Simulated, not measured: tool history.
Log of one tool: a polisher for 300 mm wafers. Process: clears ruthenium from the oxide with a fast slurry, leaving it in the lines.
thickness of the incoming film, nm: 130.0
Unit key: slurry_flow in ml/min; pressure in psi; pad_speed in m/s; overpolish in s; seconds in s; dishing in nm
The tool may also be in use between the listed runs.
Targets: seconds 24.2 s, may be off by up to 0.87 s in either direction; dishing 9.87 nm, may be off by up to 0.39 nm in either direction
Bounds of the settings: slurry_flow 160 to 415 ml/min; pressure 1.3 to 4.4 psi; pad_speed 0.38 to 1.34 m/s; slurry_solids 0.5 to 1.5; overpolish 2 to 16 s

{"run": 1, "hour": 0.0, "slurry_flow": 265, "pressure": 2.8, "pad_speed": 0.86, "slurry_solids": 1, "overpolish": 8, "seconds": 37.262, "dishing": 25.516}
{"run": 2, "hour": 6.2, "slurry_flow": 270, "pressure": 2.9, "pad_speed": 0.86, "slurry_solids": 1, "overpolish": 6, "seconds": 34.903, "dishing": 19.799}
{"run": 3, "hour": 12.9, "slurry_flow": 295, "pressure": 2.9, "pad_speed": 0.86, "slurry_solids": 1, "overpolish": 6, "seconds": 34.833, "dishing": 20.043}
{"run": 4, "hour": 15.5, "slurry_flow": 295, "pressure": 2.9, "pad_speed": 0.86, "slurry_solids": 1, "overpolish": 2, "seconds": 35.352, "dishing": 6.7354}
{"hour": 19.2, "done": "slurry blender recalibrated"}
{"run": 5, "hour": 19.2, "slurry_flow": 310, "pressure": 3.2, "pad_speed": 0.86, "slurry_solids": 1, "overpolish": 2, "seconds": 28.351, "dishing": 8.3972}
{"run": 6, "hour": 24.4, "slurry_flow": 310, "pressure": 2.6, "pad_speed": 0.86, "slurry_solids": 1, "overpolish": 2, "seconds": 33.806, "dishing": 6.9271}
{"run": 7, "hour": 29.4, "slurry_flow": 335, "pressure": 2.8, "pad_speed": 0.86, "slurry_solids": 1, "overpolish": 2, "seconds": 32.375, "dishing": 7.4891}
{"run": 8, "hour": 30.0, "slurry_flow": 355, "pressure": 3, "pad_speed": 0.86, "slurry_solids": 1, "overpolish": 2, "seconds": 30.352, "dishing": 7.9051}
{"run": 9, "hour": 37.4, "slurry_flow": 365, "pressure": 3.2, "pad_speed": 0.86, "slurry_solids": 1, "overpolish": 2, "seconds": 28.023, "dishing": 8.2701}
{"run": 10, "hour": 44.2, "slurry_flow": 370, "pressure": 3.3, "pad_speed": 0.86, "slurry_solids": 1, "overpolish": 2, "seconds": 27.654, "dishing": 8.8}
{"run": 11, "hour": 45.6, "slurry_flow": 385, "pressure": 3.4, "pad_speed": 0.86, "slurry_solids": 1, "overpolish": 2, "seconds": 27.008, "dishing": 8.9208}
{"run": 12, "hour": 47.1, "slurry_flow": 395, "pressure": 3.5, "pad_speed": 0.86, "slurry_solids": 1, "overpolish": 2, "seconds": 25.551, "dishing": 9.2491}
{"run": 13, "hour": 55.8, "slurry_flow": 395, "pressure": 3.6, "pad_speed": 0.86, "slurry_solids": 1, "overpolish": 2, "seconds": 25.465, "dishing": 9.467}

Which of these 4 next moves meets every target?
{"run": "A", "hour": 64.5, "slurry_flow": 415, "pressure": 3.6, "pad_speed": 0.82, "slurry_solids": 0.95, "overpolish": 2, "seconds": "?", "dishing": "?"}
{"run": "B", "hour": 64.5, "slurry_flow": 410, "pressure": 3.3, "pad_speed": 0.8, "slurry_solids": 1.2, "overpolish": 2, "seconds": "?", "dishing": "?"}
{"run": "C", "hour": 64.5, "slurry_flow": 355, "pressure": 3.7, "pad_speed": 0.9, "slurry_solids": 1, "overpolish": 2, "seconds": "?", "dishing": "?"}
{"run": "D", "hour": 64.5, "slurry_flow": 280, "pressure": 4.3, "pad_speed": 0.66, "slurry_solids": 1.05, "overpolish": 2, "seconds": "?", "dishing": "?"}

move=A seconds=26.679 dishing=8.8833
move=B seconds=26.803 dishing=8.8433
move=C seconds=23.539 dishing=10.037
move=D seconds=27.492 dishing=8.6268
A: lands further from the targets than the last run did
B: lands further from the targets than the last run did
C: all results land within tolerance of their targets
D: lands further from the targets than the last run did
The right move is C.
